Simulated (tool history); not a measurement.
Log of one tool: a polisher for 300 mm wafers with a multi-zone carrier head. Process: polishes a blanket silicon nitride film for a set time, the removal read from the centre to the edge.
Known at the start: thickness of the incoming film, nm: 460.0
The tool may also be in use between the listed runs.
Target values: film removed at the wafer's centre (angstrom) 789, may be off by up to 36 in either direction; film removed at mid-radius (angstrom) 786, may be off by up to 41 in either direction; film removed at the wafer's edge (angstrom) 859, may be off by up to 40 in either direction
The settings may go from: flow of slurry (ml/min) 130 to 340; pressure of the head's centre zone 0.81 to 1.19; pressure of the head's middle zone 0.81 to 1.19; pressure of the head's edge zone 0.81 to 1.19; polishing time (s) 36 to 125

| run | hour | flow of slurry (ml/min) | pressure of the head's centre zone | pressure of the head's middle zone | pressure of the head's edge zone | polishing time (s) | film removed at the wafer's centre (angstrom) | film removed at mid-radius (angstrom) | film removed at the wafer's edge (angstrom) |
|---|---|---|---|---|---|---|---|---|---|
| 1 | 0 | 220 | 1 | 1 | 1 | 80 | 1249.9 | 1274 | 1277.1 |
| 2 | 4.4 | 220 | 1 | 0.95 | 1 | 80 | 1252.8 | 1254.6 | 1295.5 |
| 3 | 11 | 185 | 1 | 0.95 | 1 | 80 | 1219.9 | 1196.7 | 1237.4 |
| 4 | 12.5 | 185 | 1 | 0.95 | 0.94 | 80 | 1217.7 | 1185.4 | 1208.6 |
| 5 | 21.3 | 155 | 1 | 0.95 | 0.94 | 80 | 1156.8 | 1144.8 | 1227.6 |
| 6 | 28.1 | 135 | 1 | 0.95 | 0.94 | 80 | 1116.6 | 1119.4 | 1154 |
| 7 | 36.4 | 135 | 0.99 | 0.94 | 0.94 | 75 | 1056.2 | 1040.3 | 1086.3 |
| 8 | 41.3 | 135 | 0.97 | 0.92 | 0.95 | 71 | 981.64 | 970.76 | 1040.1 |
| 9 | 43 | 135 | 0.96 | 0.91 | 0.95 | 68 | 920.52 | 933.1 | 1004 |
| 10 | 48.5 | 135 | 0.96 | 0.9 | 0.95 | 65 | 887.7 | 869.07 | 945.12 |
| 11 | 52.5 | 135 | 0.95 | 0.9 | 0.94 | 64 | 847.01 | 839.28 | 926.25 |

Pick the move, out of 5, that brings all results within their allowed miss; only one does.
| A | 56.5 | 145 | 1 | 1.07 | 0.96 | 65 | ? | ? | ? |
| B | 56.5 | 130 | 0.93 | 0.87 | 0.9 | 61 | ? | ? | ? |
| C | 56.5 | 150 | 1.04 | 0.94 | 0.91 | 62 | ? | ? | ? |
| D | 56.5 | 145 | 0.96 | 0.81 | 1.07 | 68 | ? | ? | ? |
| E | 56.5 | 155 | 0.84 | 0.94 | 0.91 | 66 | ? | ? | ? |

| move | film removed at the wafer's centre (angstrom) | film removed at mid-radius (angstrom) | film removed at the wafer's edge (angstrom) |
|---|---|---|---|
| A | 925.35 | 1002.9 | 969.94 |
| B | 780.85 | 794.85 | 867.82 |
| C | 925.85 | 881.59 | 908.8 |
| D | 927.65 | 869.56 | 1072.7 |
| E | 801.31 | 946.44 | 972.58 |
A: the biggest miss grows against the last run
B: every result lands within tolerance
C: the biggest miss grows against the last run
D: the biggest miss grows against the last run
E: the biggest miss grows against the last run
B is the move that brings every result within its allowed miss.
